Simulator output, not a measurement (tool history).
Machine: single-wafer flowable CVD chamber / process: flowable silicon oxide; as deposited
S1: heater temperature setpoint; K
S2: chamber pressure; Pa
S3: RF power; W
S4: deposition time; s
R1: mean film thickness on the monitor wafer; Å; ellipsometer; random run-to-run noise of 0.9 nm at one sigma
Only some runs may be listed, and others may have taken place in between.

run,day,S1,S2,S3,S4,R1
1,0.000,373.15,97.9,2010,472,2719.4
2,0.175,370.15,97.9,2010,472,3049.5
3,0.267,368.15,97.9,2010,472,3291.1
4,0.546,368.15,84.0,2010,472,2834.1
5,0.696,368.15,84.0,1805,472,2768.7
6,1.050,379.15,84.0,1805,472,1815.1
7,1.346,373.15,84.0,1805,472,2291.2
8,1.379,369.15,84.0,1805,472,2658.0
9,1.588,366.15,84.0,1805,472,2978.9
10,1.733,359.15,84.0,1805,472,3772.8
11,1.896,360.15,84.0,1805,472,3633.3
# day 1.946: thermocouple changed; heater temperature recalibrated
12,1.946,359.15,84.0,1805,472,3379.8
13,2.229,358.15,84.0,1805,472,3504.6
14,2.521,357.15,84.0,1805,472,3613.9

Expected results for the next run?
15,2.600,356.15,84.0,1805,472,?

R1: 3764.9 Å

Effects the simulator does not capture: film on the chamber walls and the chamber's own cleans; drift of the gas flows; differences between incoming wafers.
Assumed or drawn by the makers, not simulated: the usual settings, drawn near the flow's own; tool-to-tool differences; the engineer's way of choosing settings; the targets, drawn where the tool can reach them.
